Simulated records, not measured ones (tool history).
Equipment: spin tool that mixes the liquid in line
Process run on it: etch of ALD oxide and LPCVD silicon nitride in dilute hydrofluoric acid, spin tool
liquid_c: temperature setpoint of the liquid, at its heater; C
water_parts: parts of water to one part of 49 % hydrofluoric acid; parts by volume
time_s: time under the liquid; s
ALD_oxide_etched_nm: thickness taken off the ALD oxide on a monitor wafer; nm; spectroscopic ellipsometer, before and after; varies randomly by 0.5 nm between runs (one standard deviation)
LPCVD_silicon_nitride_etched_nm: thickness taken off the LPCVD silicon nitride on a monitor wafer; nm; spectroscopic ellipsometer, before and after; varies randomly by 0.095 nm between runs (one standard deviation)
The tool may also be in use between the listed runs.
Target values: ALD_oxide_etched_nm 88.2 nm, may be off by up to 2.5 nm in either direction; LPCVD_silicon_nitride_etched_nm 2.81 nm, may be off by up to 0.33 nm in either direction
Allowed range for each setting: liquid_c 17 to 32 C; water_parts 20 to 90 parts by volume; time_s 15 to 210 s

| run | hour | liquid_c | water_parts | time_s | ALD_oxide_etched_nm | LPCVD_silicon_nitride_etched_nm |
|---|---|---|---|---|---|---|
| 1 | 0 | 24 | 50 | 105 | 26.851 | 0.95009 |
| 2 | 4 | 24.5 | 45 | 110 | 31.938 | 1.193 |
| 3 | 6.1 | 24.5 | 45 | 70 | 20.332 | 0.71199 |
| 4 | 8.7 | 24.5 | 35 | 70 | 26.856 | 0.89519 |
| 5 | 12.9 | 24.5 | 50 | 70 | 18.474 | 0.67323 |
| 6 | 18.5 | 24.5 | 50 | 90 | 23.715 | 0.88203 |
| 7 | 26 | 26 | 30 | 140 | 67.22 | 2.5183 |
| 8 | 30 | 26 | 25 | 140 | 80.733 | 2.9467 |

Which one of the following 4 next-run settings gets every result inside its allowed miss? There is exactly one.
| A | 34 | 23 | 25 | 175 | ? | ? |
| B | 34 | 31 | 40 | 175 | ? | ? |
| C | 34 | 29 | 35 | 165 | ? | ? |
| D | 34 | 27 | 30 | 150 | ? | ? |

| move | ALD_oxide_etched_nm | LPCVD_silicon_nitride_etched_nm |
|---|---|---|
| A | 89.629 | 2.9423 |
| B | 75.978 | 3.1751 |
| C | 76.212 | 2.9968 |
| D | 75.097 | 2.7735 |
A: all results in spec
B: lands further from the targets than the last run did
C: lands further from the targets than the last run did
D: lands further from the targets than the last run did
The right move is A.
